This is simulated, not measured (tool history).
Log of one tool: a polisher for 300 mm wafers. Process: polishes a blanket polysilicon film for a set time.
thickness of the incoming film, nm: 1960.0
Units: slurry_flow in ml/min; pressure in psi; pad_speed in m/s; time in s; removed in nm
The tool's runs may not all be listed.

run,day,slurry_flow,pressure,pad_speed,time,removed
1,0,195,1.8,0.8,42,189.34
2,0.296,195,1.6,0.8,42,171.59
3,0.429,195,1.6,0.8,42,174.38
4,0.8,230,1.6,0.8,42,175.59
5,1.067,230,1.6,0.8,42,175.59
6,1.171,275,1.6,0.8,42,181.44
7,1.362,270,1.5,0.8,42,172.43

Forecast run 8:
# day 1.625: slurry nozzle cleaned
8,1.625,270,1.5,0.8,42,?

removed: 177.86 nm

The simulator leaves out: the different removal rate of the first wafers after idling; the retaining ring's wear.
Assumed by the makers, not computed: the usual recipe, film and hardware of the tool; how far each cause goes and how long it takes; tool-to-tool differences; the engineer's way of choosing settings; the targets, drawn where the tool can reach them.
